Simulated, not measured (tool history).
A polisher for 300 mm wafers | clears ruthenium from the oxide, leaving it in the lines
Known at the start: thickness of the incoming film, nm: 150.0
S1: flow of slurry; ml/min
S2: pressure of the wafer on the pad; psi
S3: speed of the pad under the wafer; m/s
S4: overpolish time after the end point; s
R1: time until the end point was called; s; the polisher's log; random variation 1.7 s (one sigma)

{"run": 1, "hour": 0.0, "S1": 245, "S2": 1.5, "S3": 1.24, "S4": 13, "R1": 171.98}
{"run": 2, "hour": 2.3, "S1": 245, "S2": 1.5, "S3": 0.96, "S4": 13, "R1": 215.83}
{"run": 3, "hour": 8.8, "S1": 245, "S2": 1.5, "S3": 0.74, "S4": 13, "R1": 261.5}
{"run": 4, "hour": 12.9, "S1": 245, "S2": 1.3, "S3": 0.74, "S4": 13, "R1": 303.77}
{"run": 5, "hour": 20.8, "S1": 280, "S2": 1.3, "S3": 0.74, "S4": 13, "R1": 291.04}
{"run": 6, "hour": 29.3, "S1": 280, "S2": 1.3, "S3": 0.92, "S4": 13, "R1": 252.93}
{"run": 7, "hour": 33.1, "S1": 280, "S2": 1.5, "S3": 0.94, "S4": 13, "R1": 215.86}
{"run": 8, "hour": 34.1, "S1": 280, "S2": 1.7, "S3": 0.96, "S4": 13, "R1": 184.02}
{"run": 9, "hour": 38.6, "S1": 280, "S2": 1.8, "S3": 0.96, "S4": 13, "R1": 176.98}
{"run": 10, "hour": 44.1, "S1": 280, "S2": 1.8, "S3": 0.96, "S4": 13, "R1": 172.4}
{"run": 11, "hour": 47.9, "S1": 280, "S2": 1.9, "S3": 0.96, "S4": 13, "R1": 165.31}
{"run": 12, "hour": 56.8, "S1": 280, "S2": 2.0, "S3": 0.98, "S4": 13, "R1": 157.81}
{"run": 13, "hour": 64.3, "S1": 285, "S2": 2.1, "S3": 1.0, "S4": 13, "R1": 145.32}
{"run": 14, "hour": 68.0, "S1": 285, "S2": 2.1, "S3": 1.02, "S4": 13, "R1": 146.17}

Forecast run 15:
{"hour": 72.0, "done": "head pressure recalibrated"}
{"run": 15, "hour": 72.0, "S1": 290, "S2": 2.1, "S3": 1.04, "S4": 13, "R1": "?"}

{"run 15": {"R1": 127.52}}

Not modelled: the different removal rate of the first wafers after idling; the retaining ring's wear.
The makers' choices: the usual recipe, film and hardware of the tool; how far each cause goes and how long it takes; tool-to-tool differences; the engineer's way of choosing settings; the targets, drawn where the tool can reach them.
